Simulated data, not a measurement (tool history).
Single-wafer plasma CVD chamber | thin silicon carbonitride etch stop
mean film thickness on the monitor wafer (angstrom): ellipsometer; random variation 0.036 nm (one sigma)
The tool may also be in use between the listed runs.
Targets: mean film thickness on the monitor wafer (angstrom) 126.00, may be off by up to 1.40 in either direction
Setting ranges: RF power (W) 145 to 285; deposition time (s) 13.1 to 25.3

run    day  RF power (W)  deposition time (s)  mean film thickness on the monitor wafer (angstrom)
  1  0.000           215                 19.2                                               115.50
  2  0.054           200                 19.2                                               111.68
  3  0.317           215                 19.2                                               115.39
  4  0.354           215                 18.2                                               109.51
  5  0.621           235                 18.3                                               112.91
  6  0.829           245                 18.6                                               117.45
  7  1.154           255                 18.6                                               118.97
  8  1.396           260                 18.7                                               120.36
  9  1.625           265                 18.8                                               122.09
 10  1.879           270                 18.8                                               122.50

Below are 5 possible settings for the next run. Only one of them brings all results inside the allowed miss of their targets. Which is it?
  A  2.133           280                 19.1                                                    ?
  B  2.133           270                 18.9                                                    ?
  C  2.133           285                 18.2                                                    ?
  D  2.133           255                 19.3                                                    ?
  E  2.133           250                 19.2                                                    ?

move  mean film thickness on the monitor wafer (angstrom)
   A                                               126.00
   B                                               123.04
   C                                               120.83
   D                                               123.04
   E                                               121.51
A: each result inside its tolerance
B: closes in on the targets versus the last run, not all within tolerance yet
C: further off than the last run
D: closes in on the targets versus the last run, not all within tolerance yet
E: further off than the last run
The move that meets every target is A.

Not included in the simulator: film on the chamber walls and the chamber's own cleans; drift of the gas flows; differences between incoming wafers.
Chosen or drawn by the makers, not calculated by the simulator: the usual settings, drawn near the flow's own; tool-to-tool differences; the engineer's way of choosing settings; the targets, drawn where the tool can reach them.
